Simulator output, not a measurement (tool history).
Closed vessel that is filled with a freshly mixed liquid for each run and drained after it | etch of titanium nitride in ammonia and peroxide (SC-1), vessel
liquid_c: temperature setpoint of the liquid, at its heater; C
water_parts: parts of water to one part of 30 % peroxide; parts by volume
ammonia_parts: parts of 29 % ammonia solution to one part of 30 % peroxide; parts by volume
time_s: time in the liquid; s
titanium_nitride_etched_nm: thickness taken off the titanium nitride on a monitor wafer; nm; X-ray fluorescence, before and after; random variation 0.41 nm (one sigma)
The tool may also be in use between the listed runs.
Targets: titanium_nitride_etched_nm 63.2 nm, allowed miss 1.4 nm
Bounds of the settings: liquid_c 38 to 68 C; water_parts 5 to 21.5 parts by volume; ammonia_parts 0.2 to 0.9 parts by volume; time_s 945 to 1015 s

run	day	liquid_c	water_parts	ammonia_parts	time_s	titanium_nitride_etched_nm
1	0	52	12	0.5	945	54.034
2	0.188	47	12	0.5	945	38.06
3	0.488	47	12	0.5	945	37.732
4	0.588	47	12	0.5	945	38.425
5	0.975	47	12	0.3	945	34.098
6	1.175	49	12	0.3	945	39.601
7	1.304	57	12	0.3	945	68.722
8	1.633	56.5	12	0.3	945	66.818

Which of these 5 next moves meets every target?
A	1.962	57	14	0.25	970	?
B	1.962	56	14	0.35	945	?
C	1.962	54	11	0.3	970	?
D	1.962	56	12	0.35	945	?
E	1.962	55	10.5	0.4	945	?

move	titanium_nitride_etched_nm
A	62.989
B	61.146
C	60.723
D	66.488
E	68.399
A: meets every target
B: takes the result that was furthest off past its target
C: takes the result that was furthest off past its target
D: nearer than the last run, and not there yet
E: further off than the last run
Move A is the one to make.
